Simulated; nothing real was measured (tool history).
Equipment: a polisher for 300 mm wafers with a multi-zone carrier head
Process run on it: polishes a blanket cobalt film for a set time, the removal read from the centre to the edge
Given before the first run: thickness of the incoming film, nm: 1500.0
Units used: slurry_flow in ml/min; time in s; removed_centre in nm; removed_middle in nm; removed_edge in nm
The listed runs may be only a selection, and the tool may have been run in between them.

{"run": 1, "hour": 0.0, "slurry_flow": 230, "centre_zone": 1, "middle_zone": 1, "edge_zone": 1, "time": 31, "removed_centre": 113.74, "removed_middle": 117.57, "removed_edge": 115.5}
{"run": 2, "hour": 5.2, "slurry_flow": 195, "centre_zone": 1, "middle_zone": 1, "edge_zone": 1, "time": 31, "removed_centre": 110.21, "removed_middle": 112.11, "removed_edge": 110.55}
{"run": 3, "hour": 10.1, "slurry_flow": 195, "centre_zone": 1, "middle_zone": 1, "edge_zone": 1, "time": 37, "removed_centre": 133.44, "removed_middle": 133.94, "removed_edge": 132.94}
{"run": 4, "hour": 13.6, "slurry_flow": 195, "centre_zone": 1, "middle_zone": 1, "edge_zone": 0.93, "time": 37, "removed_centre": 131.9, "removed_middle": 134.4, "removed_edge": 129.99}
{"run": 5, "hour": 22.4, "slurry_flow": 225, "centre_zone": 1, "middle_zone": 1, "edge_zone": 0.93, "time": 37, "removed_centre": 136.94, "removed_middle": 136.76, "removed_edge": 133.29}
{"run": 6, "hour": 24.5, "slurry_flow": 215, "centre_zone": 0.99, "middle_zone": 1, "edge_zone": 0.92, "time": 34, "removed_centre": 119.82, "removed_middle": 124.83, "removed_edge": 120.82}
{"run": 7, "hour": 29.3, "slurry_flow": 205, "centre_zone": 0.99, "middle_zone": 1, "edge_zone": 0.91, "time": 32, "removed_centre": 113.02, "removed_middle": 117.64, "removed_edge": 113.58}
{"run": 8, "hour": 30.9, "slurry_flow": 195, "centre_zone": 0.98, "middle_zone": 1, "edge_zone": 0.9, "time": 30, "removed_centre": 106.64, "removed_middle": 108.17, "removed_edge": 103.79}
{"run": 9, "hour": 39.1, "slurry_flow": 220, "centre_zone": 0.88, "middle_zone": 1.1, "edge_zone": 0.99, "time": 21, "removed_centre": 69.078, "removed_middle": 83.431, "removed_edge": 76.673}

What will run 10 give?
{"run": 10, "hour": 45.9, "slurry_flow": 210, "centre_zone": 0.83, "middle_zone": 1.05, "edge_zone": 0.89, "time": 15, "removed_centre": "?", "removed_middle": "?", "removed_edge": "?"}

{"run 10": {"removed_centre": 47.514, "removed_middle": 58.585, "removed_edge": 52.524}}
